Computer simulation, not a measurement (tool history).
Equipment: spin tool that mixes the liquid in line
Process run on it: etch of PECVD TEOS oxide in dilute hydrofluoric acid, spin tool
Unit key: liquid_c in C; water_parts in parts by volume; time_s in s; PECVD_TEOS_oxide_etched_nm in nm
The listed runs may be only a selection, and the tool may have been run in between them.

run	day	liquid_c	water_parts	time_s	PECVD_TEOS_oxide_etched_nm
1	0	23	205	70	3.4575
2	0.142	23	170	70	4.3038
3	0.362	21.5	180	70	3.7985
4	0.525	24	180	70	4.1649
5	0.762	22.5	185	70	3.8262
6	0.912	22.5	185	70	3.8309
7	1.021	21	190	70	3.5236

Run 8, settings as shown, results not yet in. Your forecast:
8	1.117	20	195	70	?

For run 8 the tool returned PECVD_TEOS_oxide_etched_nm 3.2624 nm.

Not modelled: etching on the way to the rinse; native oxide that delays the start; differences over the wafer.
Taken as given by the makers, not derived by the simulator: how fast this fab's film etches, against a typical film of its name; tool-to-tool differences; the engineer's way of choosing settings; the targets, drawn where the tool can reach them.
